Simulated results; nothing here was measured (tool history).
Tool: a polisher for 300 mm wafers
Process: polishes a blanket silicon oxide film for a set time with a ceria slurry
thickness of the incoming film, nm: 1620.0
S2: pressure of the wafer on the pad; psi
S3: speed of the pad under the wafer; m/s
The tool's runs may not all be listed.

Run 1, day 0.000: flow of slurry (ml/min) 215, S2 2.2 psi, S3 0.96 m/s, polishing time (s) 55. Result: film removed (Å) 1645.4.
Run 2, day 0.062: flow of slurry (ml/min) 215, S2 1.9 psi, S3 0.96 m/s, polishing time (s) 55. Result: film removed (Å) 1441.5.
Run 3, day 0.346: flow of slurry (ml/min) 215, S2 2.3 psi, S3 0.96 m/s, polishing time (s) 55. Result: film removed (Å) 1775.6.
Run 4, day 0.371: flow of slurry (ml/min) 215, S2 2.3 psi, S3 0.82 m/s, polishing time (s) 55. Result: film removed (Å) 1505.6.
Run 5, day 0.521: flow of slurry (ml/min) 215, S2 2.1 psi, S3 0.82 m/s, polishing time (s) 55. Result: film removed (Å) 1402.1.
Run 6, day 0.842: flow of slurry (ml/min) 260, S2 2.1 psi, S3 0.82 m/s, polishing time (s) 55. Result: film removed (Å) 1415.0.
Run 7, day 0.996: flow of slurry (ml/min) 260, S2 1.9 psi, S3 0.82 m/s, polishing time (s) 55. Result: film removed (Å) 1282.4.

The next listed run, before its measurement:
Run 8, day 1.125: flow of slurry (ml/min) 260, S2 1.8 psi, S3 0.82 m/s, polishing time (s) 55. Result: film removed (Å) ?.

{"run 8": {"film removed (Å)": 1231.8}}
